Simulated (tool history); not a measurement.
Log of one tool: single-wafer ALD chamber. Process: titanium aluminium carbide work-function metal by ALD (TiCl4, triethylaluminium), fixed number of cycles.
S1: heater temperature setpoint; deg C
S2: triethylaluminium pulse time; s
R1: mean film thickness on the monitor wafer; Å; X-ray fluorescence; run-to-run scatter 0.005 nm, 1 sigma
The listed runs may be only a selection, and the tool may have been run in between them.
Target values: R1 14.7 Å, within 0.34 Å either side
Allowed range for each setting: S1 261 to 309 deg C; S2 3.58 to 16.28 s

run,hour,S1,S2,R1
1,0,285,9.93,17.839
2,6.8,275,9.93,16.989
3,9.5,272,8.59,16.438
4,15.2,277,8.59,16.873
5,20.3,274,7.57,16.275
6,21.6,274,6.31,15.726
7,26.4,272,6.02,15.287
8,30.1,271,5.92,15.236

Of the 5 settings listed for the next run, only one would bring every result within its allowed miss of target. Which one?
A,33.8,261,4.93,?
B,33.8,261,5.43,?
C,33.8,270,5.14,?
D,33.8,265,4.86,?
E,33.8,262,5.57,?

move,R1
A,13.691
B,14.064
C,14.58
D,13.95
E,14.241
A: moves the result that the last run missed by most past its target, out the other side
B: moves the result that the last run missed by most past its target, out the other side
C: every result within its allowed miss
D: moves the result that the last run missed by most past its target, out the other side
E: moves the result that the last run missed by most past its target, out the other side
Answer: C
